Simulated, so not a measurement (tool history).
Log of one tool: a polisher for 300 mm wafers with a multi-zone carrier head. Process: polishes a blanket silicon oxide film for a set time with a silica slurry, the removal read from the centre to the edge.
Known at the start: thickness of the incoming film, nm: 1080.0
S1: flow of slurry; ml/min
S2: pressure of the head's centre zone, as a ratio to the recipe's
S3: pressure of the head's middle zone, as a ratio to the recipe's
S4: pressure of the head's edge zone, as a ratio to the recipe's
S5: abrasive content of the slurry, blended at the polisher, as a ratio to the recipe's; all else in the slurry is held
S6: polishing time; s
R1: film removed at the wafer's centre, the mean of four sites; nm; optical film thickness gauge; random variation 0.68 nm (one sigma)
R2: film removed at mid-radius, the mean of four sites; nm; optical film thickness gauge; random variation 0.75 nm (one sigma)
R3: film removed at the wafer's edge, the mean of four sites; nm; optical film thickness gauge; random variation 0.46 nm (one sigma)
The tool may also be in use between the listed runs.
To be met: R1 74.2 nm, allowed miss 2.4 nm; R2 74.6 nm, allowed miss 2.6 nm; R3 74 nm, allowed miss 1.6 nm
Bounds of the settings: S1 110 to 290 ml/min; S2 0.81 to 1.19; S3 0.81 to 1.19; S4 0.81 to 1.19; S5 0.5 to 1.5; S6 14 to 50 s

run  hour   S1    S2    S3    S4    S5  S6      R1      R2      R3
  1     0  185     1     1     1     1  32  82.666  84.172  86.556
  2   7.8  185     1  0.92     1     1  32  82.366  78.884  86.795
  3  10.2  175     1  0.92  0.97     1  32  81.654  77.433  84.673
  4  18.6  175     1  0.92  1.05     1  32  81.824  78.455  88.487
  5    25  175     1  0.92  1.05  0.85  32  78.282  73.165  81.719
  6  30.5  175     1  0.92  1.05  0.85  37   88.73  84.102  94.811
  7  36.9  170  0.99  0.93  1.01   0.8  37   84.93  82.337  91.769
  8  45.5  170  0.99  0.95  0.98  0.75  37  84.029  83.241  87.002
  9  50.5  165  0.98  0.94  0.95   0.7  37   80.42  78.656  83.181

Which of these 4 next moves meets every target?
  A  55.5  185  1.03  1.02  0.98  0.55  35   ?   ?   ?
  B  55.5  170  0.96  1.08   0.9   0.6  37   ?   ?   ?
  C  55.5  160  1.07  0.98   0.9   0.6  36   ?   ?   ?
  D  55.5  150  1.04  0.85  0.96  0.75  34   ?   ?   ?

move      R1      R2      R3
   A  74.114   73.97  73.382
   B  74.947  83.598  76.126
   C  78.976  73.978  73.524
   D  77.897  66.623  77.231
A: meets every target
B: nearer than the last run, and not there yet
C: brings the result that was furthest off to its target, and leaves another outside
D: nearer than the last run, and not there yet
The right move is A.

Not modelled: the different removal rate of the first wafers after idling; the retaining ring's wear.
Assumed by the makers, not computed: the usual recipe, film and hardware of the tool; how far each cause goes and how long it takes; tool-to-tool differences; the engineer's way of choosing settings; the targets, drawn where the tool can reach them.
